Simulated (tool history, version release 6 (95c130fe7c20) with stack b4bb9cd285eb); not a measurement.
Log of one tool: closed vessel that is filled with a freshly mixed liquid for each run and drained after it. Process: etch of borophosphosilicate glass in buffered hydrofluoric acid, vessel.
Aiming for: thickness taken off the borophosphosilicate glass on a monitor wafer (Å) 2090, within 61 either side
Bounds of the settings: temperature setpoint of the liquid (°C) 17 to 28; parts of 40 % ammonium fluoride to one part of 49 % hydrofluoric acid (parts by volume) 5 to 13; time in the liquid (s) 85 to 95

| run | hour | temperature setpoint of the liquid (°C) | parts of 40 % ammonium fluoride to one part of 49 % hydrofluoric acid (parts by volume) | time in the liquid (s) | thickness taken off the borophosphosilicate glass on a monitor wafer (Å) |
|---|---|---|---|---|---|
| 1 | 0 | 20 | 8 | 85 | 1349.7 |
| 2 | 4.2 | 21 | 8 | 85 | 1434.7 |
| 3 | 8 | 21 | 9.5 | 85 | 1207.3 |
| 4 | 13 | 21.5 | 9.5 | 85 | 1242.6 |
| 5 | 20.9 | 21.5 | 10.5 | 85 | 1143 |
| 6 | 24.6 | 22 | 10 | 85 | 1235.2 |
| 7 | 28.8 | 22.5 | 10 | 85 | 1264.3 |
| 8 | 31.7 | 23 | 10 | 85 | 1314.5 |
| 9 | 35.6 | 23.5 | 10 | 85 | 1333.8 |
| 10 | 40.1 | 27.5 | 8 | 85 | 2007.9 |

Exactly one of the 4 candidate moves below puts every result within its allowed miss. Which one?
| A | 44.6 | 25.5 | 7.5 | 85 | ? |
| B | 44.6 | 28 | 9 | 90 | ? |
| C | 44.6 | 26.5 | 8.5 | 90 | ? |
| D | 44.6 | 27 | 8 | 90 | ? |

| move | thickness taken off the borophosphosilicate glass on a monitor wafer (Å) |
|---|---|
| A | 1950.3 |
| B | 1931 |
| C | 1899.2 |
| D | 2083.7 |
A: further off than the last run
B: further off than the last run
C: further off than the last run
D: all results land within tolerance of their targets
Answer: D
